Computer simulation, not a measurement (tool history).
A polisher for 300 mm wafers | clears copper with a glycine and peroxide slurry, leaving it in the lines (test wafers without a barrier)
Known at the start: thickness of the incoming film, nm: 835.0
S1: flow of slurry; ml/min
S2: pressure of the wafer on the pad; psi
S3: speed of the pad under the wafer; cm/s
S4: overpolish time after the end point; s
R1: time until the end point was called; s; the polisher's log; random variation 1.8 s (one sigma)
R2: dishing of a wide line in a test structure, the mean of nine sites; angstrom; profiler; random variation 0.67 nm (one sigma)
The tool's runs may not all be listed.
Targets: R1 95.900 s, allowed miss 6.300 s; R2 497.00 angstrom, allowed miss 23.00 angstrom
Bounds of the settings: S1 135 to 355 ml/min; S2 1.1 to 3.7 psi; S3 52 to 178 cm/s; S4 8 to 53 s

{"run": 1, "hour": 0.0, "S1": 225, "S2": 2.4, "S3": 114, "S4": 27, "R1": 132.71, "R2": 667.51}
{"run": 2, "hour": 4.0, "S1": 225, "S2": 2.4, "S3": 98, "S4": 27, "R1": 151.5, "R2": 631.88}
{"run": 3, "hour": 7.8, "S1": 225, "S2": 2.4, "S3": 122, "S4": 27, "R1": 123.47, "R2": 665.72}
{"run": 4, "hour": 11.3, "S1": 225, "S2": 2.3, "S3": 130, "S4": 24, "R1": 125.31, "R2": 641.99}
{"hour": 12.7, "done": "slurry nozzle cleaned"}
{"run": 5, "hour": 12.7, "S1": 235, "S2": 2.2, "S3": 138, "S4": 21, "R1": 117.16, "R2": 598.48}
{"run": 6, "hour": 16.8, "S1": 235, "S2": 2.2, "S3": 138, "S4": 26, "R1": 122.56, "R2": 680.2}
{"run": 7, "hour": 24.2, "S1": 235, "S2": 2.3, "S3": 138, "S4": 23, "R1": 114.14, "R2": 670.14}
{"run": 8, "hour": 31.3, "S1": 220, "S2": 2.3, "S3": 144, "S4": 20, "R1": 111.17, "R2": 613.89}
{"run": 9, "hour": 36.4, "S1": 210, "S2": 2.3, "S3": 146, "S4": 18, "R1": 111.94, "R2": 606.85}
{"run": 10, "hour": 39.1, "S1": 230, "S2": 2.2, "S3": 148, "S4": 16, "R1": 108.6, "R2": 537.93}
{"run": 11, "hour": 46.4, "S1": 280, "S2": 2.3, "S3": 154, "S4": 13, "R1": 105.15, "R2": 527.86}
{"run": 12, "hour": 49.2, "S1": 280, "S2": 2.3, "S3": 156, "S4": 12, "R1": 98.917, "R2": 485.82}

Which of these 5 next moves meets every target?
{"run": "A", "hour": 52.0, "S1": 270, "S2": 2.2, "S3": 178, "S4": 12, "R1": "?", "R2": "?"}
{"run": "B", "hour": 52.0, "S1": 320, "S2": 1.8, "S3": 178, "S4": 14, "R1": "?", "R2": "?"}
{"run": "C", "hour": 52.0, "S1": 280, "S2": 2.0, "S3": 164, "S4": 13, "R1": "?", "R2": "?"}
{"run": "D", "hour": 52.0, "S1": 325, "S2": 1.7, "S3": 178, "S4": 13, "R1": "?", "R2": "?"}
{"run": "E", "hour": 52.0, "S1": 350, "S2": 1.8, "S3": 176, "S4": 13, "R1": "?", "R2": "?"}

move=A R1=99.298 R2=511.42
move=B R1=111.940 R2=512.59
move=C R1=112.240 R2=496.40
move=D R1=116.020 R2=478.90
move=E R1=112.030 R2=491.36
A: meets every target
B: brings the result that was furthest off to its target, and leaves another outside
C: brings the result that was furthest off to its target, and leaves another outside
D: brings the result that was furthest off to its target, and leaves another outside
E: brings the result that was furthest off to its target, and leaves another outside
Move A is the one to make.

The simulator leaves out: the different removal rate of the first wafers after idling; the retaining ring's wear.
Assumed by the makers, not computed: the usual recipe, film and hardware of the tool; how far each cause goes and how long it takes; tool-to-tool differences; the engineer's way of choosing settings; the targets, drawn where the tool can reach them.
